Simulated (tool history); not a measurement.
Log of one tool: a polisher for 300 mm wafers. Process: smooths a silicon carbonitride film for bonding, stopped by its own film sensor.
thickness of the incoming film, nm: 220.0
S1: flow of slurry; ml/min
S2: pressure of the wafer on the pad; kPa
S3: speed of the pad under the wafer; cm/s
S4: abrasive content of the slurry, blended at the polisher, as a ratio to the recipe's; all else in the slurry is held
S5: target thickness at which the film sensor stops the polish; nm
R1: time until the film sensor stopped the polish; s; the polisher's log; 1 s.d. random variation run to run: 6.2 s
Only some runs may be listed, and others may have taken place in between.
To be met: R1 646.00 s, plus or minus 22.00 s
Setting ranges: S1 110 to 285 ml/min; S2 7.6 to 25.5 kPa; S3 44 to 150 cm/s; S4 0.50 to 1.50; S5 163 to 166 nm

| run | hour | S1 | S2 | S3 | S4 | S5 | R1 |
|---|---|---|---|---|---|---|---|
| 1 | 0.0 | 180 | 16.5 | 96 | 1.00 | 166 | 220.61 |
| 2 | 4.6 | 180 | 16.5 | 96 | 1.20 | 166 | 208.23 |
| 3 | 11.2 | 175 | 14.5 | 84 | 1.15 | 165 | 259.74 |
| 4 | 17.9 | 165 | 13.1 | 74 | 1.00 | 165 | 328.01 |
| 5 | 18.7 | 165 | 9.7 | 74 | 1.00 | 165 | 429.84 |
| 6 | 23.2 | 165 | 9.7 | 74 | 0.85 | 165 | 470.44 |
| 7 | 26.1 | 165 | 9.0 | 68 | 0.85 | 165 | 528.33 |
| 8 | 29.4 | 165 | 9.0 | 66 | 0.85 | 165 | 533.27 |
| 9 | 32.9 | 165 | 9.0 | 64 | 0.85 | 165 | 529.98 |
| 10 | 41.4 | 165 | 9.0 | 60 | 0.85 | 165 | 552.87 |
| 11 | 50.3 | 165 | 9.0 | 58 | 0.85 | 165 | 568.25 |
| 12 | 53.9 | 165 | 8.3 | 56 | 0.85 | 165 | 615.44 |

Which one of the following 4 next-run settings gets every result inside its allowed miss? There is exactly one.
| A | 57.5 | 190 | 7.6 | 64 | 0.75 | 166 | ? |
| B | 57.5 | 125 | 8.3 | 62 | 0.85 | 166 | ? |
| C | 57.5 | 170 | 7.6 | 64 | 0.70 | 164 | ? |
| D | 57.5 | 165 | 8.3 | 44 | 0.80 | 165 | ? |

| move | R1 |
|---|---|
| A | 635.90 |
| B | 606.16 |
| C | 691.74 |
| D | 692.24 |
A: all results land within tolerance of their targets
B: moves away from the targets compared with the last run
C: moves the result that the last run missed by most past its target, out the other side
D: moves the result that the last run missed by most past its target, out the other side
So the answer is move A, the one that meets all the targets.
